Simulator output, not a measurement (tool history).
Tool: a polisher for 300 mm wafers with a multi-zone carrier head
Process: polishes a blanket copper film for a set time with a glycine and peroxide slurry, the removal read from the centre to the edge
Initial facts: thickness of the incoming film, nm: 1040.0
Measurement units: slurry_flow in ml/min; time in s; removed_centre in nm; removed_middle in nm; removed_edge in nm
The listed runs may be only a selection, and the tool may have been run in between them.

run 1 hour=0 | slurry_flow=200 centre_zone=1 middle_zone=1 edge_zone=1 time=59 | removed_centre=394.23 removed_middle=412.71 removed_edge=399.43
run 2 hour=5.1 | slurry_flow=210 centre_zone=0.99 middle_zone=1.04 edge_zone=1.04 time=62 | removed_centre=406.58 removed_middle=444.78 removed_edge=441.58
run 3 hour=8.6 | slurry_flow=220 centre_zone=0.99 middle_zone=1.08 edge_zone=1.03 time=65 | removed_centre=439.12 removed_middle=485.1 removed_edge=453.98
run 4 hour=12.9 | slurry_flow=220 centre_zone=0.99 middle_zone=1.08 edge_zone=0.99 time=65 | removed_centre=433.28 removed_middle=485.48 removed_edge=439.26
run 5 hour=16 | slurry_flow=220 centre_zone=1.07 middle_zone=1.08 edge_zone=0.99 time=65 | removed_centre=471.47 removed_middle=485.57 removed_edge=442.25
run 6 hour=23.7 | slurry_flow=220 centre_zone=1.07 middle_zone=1 edge_zone=0.99 time=65 | removed_centre=468.19 removed_middle=449.33 removed_edge=439.23
run 7 hour=26.8 | slurry_flow=220 centre_zone=1.04 middle_zone=1.05 edge_zone=1.01 time=67 | removed_centre=470.41 removed_middle=479.75 removed_edge=458.77
run 8 hour=29 | slurry_flow=225 centre_zone=1.01 middle_zone=1.09 edge_zone=1.03 time=69 | removed_centre=476.42 removed_middle=516.22 removed_edge=479.61
run 9 hour=31.6 | slurry_flow=225 centre_zone=0.99 middle_zone=1.11 edge_zone=1.05 time=70 | removed_centre=468.56 removed_middle=536.94 removed_edge=496.98

Predict the results of run 10:
run 10 hour=34.3 | slurry_flow=230 centre_zone=0.98 middle_zone=1.13 edge_zone=1.07 time=71 | removed_centre=? removed_middle=? removed_edge=?

{"run 10": {"removed_centre": 468.99, "removed_middle": 554.56, "removed_edge": 502.7}}
